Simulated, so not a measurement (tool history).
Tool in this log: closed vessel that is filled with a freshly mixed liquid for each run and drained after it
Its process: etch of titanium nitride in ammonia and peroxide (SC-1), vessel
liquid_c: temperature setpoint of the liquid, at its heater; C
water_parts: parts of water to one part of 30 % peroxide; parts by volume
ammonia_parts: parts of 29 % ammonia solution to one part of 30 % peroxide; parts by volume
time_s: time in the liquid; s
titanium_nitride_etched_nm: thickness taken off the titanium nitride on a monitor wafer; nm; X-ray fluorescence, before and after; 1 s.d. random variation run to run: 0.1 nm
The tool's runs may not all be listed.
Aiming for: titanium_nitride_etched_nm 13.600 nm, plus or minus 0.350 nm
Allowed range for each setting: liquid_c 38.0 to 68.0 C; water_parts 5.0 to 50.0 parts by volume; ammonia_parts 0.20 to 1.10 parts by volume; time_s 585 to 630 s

{"run": 1, "hour": 0.0, "liquid_c": 52.0, "water_parts": 27.5, "ammonia_parts": 0.6, "time_s": 585, "titanium_nitride_etched_nm": 35.666}
{"run": 2, "hour": 7.5, "liquid_c": 48.0, "water_parts": 27.5, "ammonia_parts": 0.6, "time_s": 585, "titanium_nitride_etched_nm": 27.354}
{"run": 3, "hour": 8.9, "liquid_c": 45.5, "water_parts": 28.0, "ammonia_parts": 0.6, "time_s": 585, "titanium_nitride_etched_nm": 22.726}
{"run": 4, "hour": 15.1, "liquid_c": 45.5, "water_parts": 34.5, "ammonia_parts": 0.6, "time_s": 585, "titanium_nitride_etched_nm": 20.072}
{"run": 5, "hour": 22.4, "liquid_c": 41.5, "water_parts": 34.5, "ammonia_parts": 0.6, "time_s": 585, "titanium_nitride_etched_nm": 15.058}
{"run": 6, "hour": 29.4, "liquid_c": 41.5, "water_parts": 34.5, "ammonia_parts": 0.6, "time_s": 630, "titanium_nitride_etched_nm": 16.185}
{"run": 7, "hour": 35.2, "liquid_c": 41.0, "water_parts": 34.5, "ammonia_parts": 0.6, "time_s": 630, "titanium_nitride_etched_nm": 15.73}
{"hour": 37.7, "done": "thermometer replaced"}
{"run": 8, "hour": 37.7, "liquid_c": 40.5, "water_parts": 34.5, "ammonia_parts": 0.6, "time_s": 630, "titanium_nitride_etched_nm": 12.822}

Which one of the following 5 next-run settings gets every result inside its allowed miss? There is exactly one.
{"run": "A", "hour": 40.2, "liquid_c": 39.0, "water_parts": 31.5, "ammonia_parts": 0.85, "time_s": 585, "titanium_nitride_etched_nm": "?"}
{"run": "B", "hour": 40.2, "liquid_c": 38.5, "water_parts": 30.5, "ammonia_parts": 0.6, "time_s": 630, "titanium_nitride_etched_nm": "?"}
{"run": "C", "hour": 40.2, "liquid_c": 41.0, "water_parts": 36.5, "ammonia_parts": 0.5, "time_s": 630, "titanium_nitride_etched_nm": "?"}
{"run": "D", "hour": 40.2, "liquid_c": 40.0, "water_parts": 33.0, "ammonia_parts": 0.6, "time_s": 625, "titanium_nitride_etched_nm": "?"}
{"run": "E", "hour": 40.2, "liquid_c": 42.0, "water_parts": 32.0, "ammonia_parts": 0.55, "time_s": 585, "titanium_nitride_etched_nm": "?"}

move=A titanium_nitride_etched_nm=12.079
move=B titanium_nitride_etched_nm=11.959
move=C titanium_nitride_etched_nm=12.548
move=D titanium_nitride_etched_nm=12.684
move=E titanium_nitride_etched_nm=13.773
A: further off than the last run
B: further off than the last run
C: further off than the last run
D: further off than the last run
E: meets every target
Move E is the one to make.
